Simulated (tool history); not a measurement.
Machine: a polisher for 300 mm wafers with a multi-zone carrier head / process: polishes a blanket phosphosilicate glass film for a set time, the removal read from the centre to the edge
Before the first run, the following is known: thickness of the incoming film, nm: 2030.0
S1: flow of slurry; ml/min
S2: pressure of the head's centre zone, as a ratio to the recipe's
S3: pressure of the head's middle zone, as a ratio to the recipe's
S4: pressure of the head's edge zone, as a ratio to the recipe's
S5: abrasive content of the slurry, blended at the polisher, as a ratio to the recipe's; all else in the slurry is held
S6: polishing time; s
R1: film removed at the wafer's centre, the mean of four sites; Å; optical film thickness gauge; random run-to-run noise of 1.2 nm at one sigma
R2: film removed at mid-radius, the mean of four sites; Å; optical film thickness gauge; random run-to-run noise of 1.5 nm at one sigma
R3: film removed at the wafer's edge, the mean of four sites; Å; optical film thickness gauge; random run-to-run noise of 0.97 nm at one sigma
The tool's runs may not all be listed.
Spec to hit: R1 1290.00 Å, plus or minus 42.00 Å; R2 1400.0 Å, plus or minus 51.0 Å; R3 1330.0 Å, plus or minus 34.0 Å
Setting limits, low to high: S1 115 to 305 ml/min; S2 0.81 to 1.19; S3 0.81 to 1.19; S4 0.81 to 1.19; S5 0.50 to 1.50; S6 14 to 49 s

run 1 day=0.000 | S1=195 S2=1.00 S3=1.00 S4=1.00 S5=1.00 S6=31 | R1=2516.60 R2=2519.7 R3=2656.2
run 2 day=0.338 | S1=195 S2=1.00 S3=0.94 S4=1.00 S5=1.00 S6=31 | R1=2514.40 R2=2420.7 R3=2638.7
run 3 day=0.704 | S1=195 S2=0.99 S3=0.95 S4=0.98 S5=0.95 S6=30 | R1=2349.70 R2=2282.6 R3=2532.0
run 4 day=0.842 | S1=195 S2=0.99 S3=0.95 S4=0.98 S5=1.10 S6=30 | R1=2529.20 R2=2444.4 R3=2626.2
run 5 day=0.975 | S1=195 S2=1.00 S3=0.97 S4=0.96 S5=1.05 S6=28 | R1=2293.50 R2=2248.8 R3=2415.4
run 6 day=1.092 | S1=200 S2=1.01 S3=0.99 S4=0.94 S5=1.00 S6=27 | R1=2211.90 R2=2179.2 R3=2279.6
run 7 day=1.338 | S1=200 S2=1.01 S3=1.01 S4=0.93 S5=0.95 S6=26 | R1=2045.90 R2=2061.3 R3=2103.1
run 8 day=1.625 | S1=200 S2=1.01 S3=1.02 S4=0.92 S5=0.90 S6=25 | R1=1948.60 R2=1977.1 R3=1984.3
run 9 day=1.850 | S1=195 S2=1.01 S3=1.02 S4=0.91 S5=0.85 S6=25 | R1=1895.50 R2=1962.5 R3=1898.0
run 10 day=2.208 | S1=190 S2=1.00 S3=1.01 S4=0.90 S5=0.80 S6=25 | R1=1863.10 R2=1887.1 R3=1871.0
run 11 day=2.538 | S1=190 S2=0.93 S3=1.08 S4=0.84 S5=0.55 S6=17 | R1=985.26 R2=1158.7 R3=1045.2
run 12 day=2.788 | S1=195 S2=0.94 S3=1.09 S4=0.86 S5=0.55 S6=17 | R1=1022.30 R2=1150.4 R3=1042.7
run 13 day=3.138 | S1=225 S2=0.91 S3=1.11 S4=0.96 S5=0.80 S6=17 | R1=1199.50 R2=1412.8 R3=1317.7
run 14 day=3.488 | S1=230 S2=0.91 S3=1.10 S4=0.95 S5=0.80 S6=17 | R1=1205.50 R2=1398.8 R3=1306.3
run 15 day=3.633 | S1=235 S2=0.91 S3=1.10 S4=0.95 S5=0.80 S6=17 | R1=1203.40 R2=1390.7 R3=1307.3

Below are 5 possible settings for the next run. Only one of them brings all results inside the allowed miss of their targets. Which is it?
run A day=3.779 | S1=205 S2=0.81 S3=1.16 S4=1.00 S5=0.75 S6=17 | R1=? R2=? R3=?
run B day=3.779 | S1=305 S2=0.94 S3=1.10 S4=0.95 S5=0.50 S6=20 | R1=? R2=? R3=?
run C day=3.779 | S1=215 S2=1.02 S3=1.11 S4=0.97 S5=0.50 S6=21 | R1=? R2=? R3=?
run D day=3.779 | S1=220 S2=0.85 S3=1.18 S4=0.92 S5=0.75 S6=18 | R1=? R2=? R3=?
run E day=3.779 | S1=245 S2=0.85 S3=1.07 S4=0.95 S5=0.75 S6=18 | R1=? R2=? R3=?

move=A R1=1072.00 R2=1390.5 R3=1297.6
move=B R1=1213.80 R2=1351.5 R3=1278.5
move=C R1=1306.10 R2=1386.6 R3=1324.8
move=D R1=1181.90 R2=1504.0 R3=1326.9
move=E R1=1193.90 R2=1396.3 R3=1358.8
A: misses by more than the last run did
B: closes in on the targets versus the last run, not all within tolerance yet
C: all results in spec
D: misses by more than the last run did
E: misses by more than the last run did
Answer: C

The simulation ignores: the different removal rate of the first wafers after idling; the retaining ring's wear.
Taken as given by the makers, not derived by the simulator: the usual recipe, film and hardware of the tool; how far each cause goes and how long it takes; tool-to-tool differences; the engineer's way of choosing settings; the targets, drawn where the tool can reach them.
